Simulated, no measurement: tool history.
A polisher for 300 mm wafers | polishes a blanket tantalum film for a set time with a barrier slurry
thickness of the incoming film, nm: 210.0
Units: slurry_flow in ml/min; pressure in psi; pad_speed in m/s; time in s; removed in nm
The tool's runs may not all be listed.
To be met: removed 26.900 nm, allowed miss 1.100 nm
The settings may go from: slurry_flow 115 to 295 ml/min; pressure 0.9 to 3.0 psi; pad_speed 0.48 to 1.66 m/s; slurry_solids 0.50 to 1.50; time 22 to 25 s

{"run": 1, "hour": 0.0, "slurry_flow": 190, "pressure": 1.9, "pad_speed": 1.06, "slurry_solids": 1.0, "time": 25, "removed": 36.578}
{"run": 2, "hour": 8.4, "slurry_flow": 190, "pressure": 1.8, "pad_speed": 1.06, "slurry_solids": 1.0, "time": 25, "removed": 34.333}
{"run": 3, "hour": 10.6, "slurry_flow": 190, "pressure": 1.7, "pad_speed": 1.06, "slurry_solids": 1.0, "time": 25, "removed": 32.21}
{"run": 4, "hour": 19.5, "slurry_flow": 190, "pressure": 1.6, "pad_speed": 1.06, "slurry_solids": 1.0, "time": 25, "removed": 31.017}
{"run": 5, "hour": 25.0, "slurry_flow": 190, "pressure": 1.5, "pad_speed": 1.06, "slurry_solids": 1.0, "time": 25, "removed": 28.979}
{"run": 6, "hour": 29.9, "slurry_flow": 190, "pressure": 1.8, "pad_speed": 1.06, "slurry_solids": 1.0, "time": 25, "removed": 34.25}
{"run": 7, "hour": 31.3, "slurry_flow": 190, "pressure": 1.7, "pad_speed": 1.06, "slurry_solids": 1.0, "time": 25, "removed": 32.452}
{"run": 8, "hour": 37.1, "slurry_flow": 190, "pressure": 1.6, "pad_speed": 1.06, "slurry_solids": 1.0, "time": 25, "removed": 30.095}

5 next moves are on the table. One of them brings every result within its allowed miss. Which?
{"run": "A", "hour": 42.9, "slurry_flow": 180, "pressure": 1.7, "pad_speed": 1.06, "slurry_solids": 1.0, "time": 24, "removed": "?"}
{"run": "B", "hour": 42.9, "slurry_flow": 180, "pressure": 1.7, "pad_speed": 0.98, "slurry_solids": 1.1, "time": 24, "removed": "?"}
{"run": "C", "hour": 42.9, "slurry_flow": 160, "pressure": 1.3, "pad_speed": 1.36, "slurry_solids": 1.1, "time": 22, "removed": "?"}
{"run": "D", "hour": 42.9, "slurry_flow": 195, "pressure": 1.4, "pad_speed": 1.28, "slurry_solids": 1.15, "time": 25, "removed": "?"}
{"run": "E", "hour": 42.9, "slurry_flow": 200, "pressure": 1.8, "pad_speed": 1.0, "slurry_solids": 1.15, "time": 22, "removed": "?"}

move=A removed=30.314
move=B removed=28.890
move=C removed=26.708
move=D removed=31.857
move=E removed=29.025
A: further off than the last run
B: nearer than the last run, and not there yet
C: meets every target
D: further off than the last run
E: nearer than the last run, and not there yet
Answer: C
